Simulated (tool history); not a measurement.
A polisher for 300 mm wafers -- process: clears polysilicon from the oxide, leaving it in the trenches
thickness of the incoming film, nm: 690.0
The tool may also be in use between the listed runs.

run	hour	flow of slurry (ml/min)	pressure of the wafer on the pad (psi)	speed of the pad under the wafer (m/s)	overpolish time after the end point (s)	time until the end point was called (s)	dishing of a wide line in a test structure (angstrom)
1	0.0	175	2.0	0.84	27	68.058	715.29
2	7.7	200	2.0	0.84	27	67.402	723.89
3	10.7	200	2.0	0.84	36	67.206	744.61
4	17.4	195	2.3	0.84	32	62.267	729.52
5	20.8	195	2.5	0.90	32	53.712	734.02
6	22.4	195	2.7	0.92	32	48.955	742.54
7	29.5	195	2.8	0.94	31	47.714	722.41

Predict the results of run 8:
8	32.5	195	2.9	0.96	33	?	?

time until the end point was called (s): 44.836
dishing of a wide line in a test structure (angstrom): 744.89

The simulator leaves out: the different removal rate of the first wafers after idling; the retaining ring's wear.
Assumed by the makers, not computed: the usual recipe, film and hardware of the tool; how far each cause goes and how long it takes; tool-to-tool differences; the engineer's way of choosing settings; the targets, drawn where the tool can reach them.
